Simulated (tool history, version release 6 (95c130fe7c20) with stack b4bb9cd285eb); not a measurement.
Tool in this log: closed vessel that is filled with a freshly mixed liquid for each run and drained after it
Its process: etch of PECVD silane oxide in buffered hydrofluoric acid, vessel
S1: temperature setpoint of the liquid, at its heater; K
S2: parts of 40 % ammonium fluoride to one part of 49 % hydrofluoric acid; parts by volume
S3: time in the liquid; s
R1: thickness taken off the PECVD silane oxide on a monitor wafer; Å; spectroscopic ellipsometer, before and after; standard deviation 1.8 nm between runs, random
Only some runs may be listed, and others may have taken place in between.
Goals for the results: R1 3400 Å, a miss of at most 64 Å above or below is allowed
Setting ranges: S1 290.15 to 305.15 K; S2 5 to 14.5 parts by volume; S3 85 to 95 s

run  hour      S1    S2  S3      R1
  1     0  297.15     9  85  2124.4
  2   3.5  297.15  11.5  85    1715
  3    10  297.15  11.5  95    1914
  4  18.2  299.65    11  95  2294.1
  5  20.5  296.65    11  95  1947.3
  6  23.3  299.15    11  95  2223.3
  7  32.3  303.15   9.5  95  3087.2
     36.7  -- hydrofluoric acid flow meter replaced
  8  36.7  303.65   9.5  95  2993.6
  9  38.6  304.15   9.5  95  3054.8
 10  46.4  304.15   9.5  95  3050.2
 11  54.7  304.65   9.5  95  3117.4
 12  63.8  305.15     9  95  3330.6
 13  71.1  305.15   8.5  95  3530.6

Exactly one of the 4 candidate moves below puts every result within its allowed miss. Which one?
  A  78.4  303.15    8  90   ?
  B  78.4  305.15    8  90   ?
  C  78.4  304.65  8.5  90   ?
  D  78.4  305.15    8  85   ?

move      R1
   A  3219.2
   B  3572.3
   C    3260
   D  3373.8
A: carries the result that was furthest off beyond its target, to the other side
B: misses by more than the last run did
C: carries the result that was furthest off beyond its target, to the other side
D: in spec on every target
So the answer is move D, the one that meets all the targets.
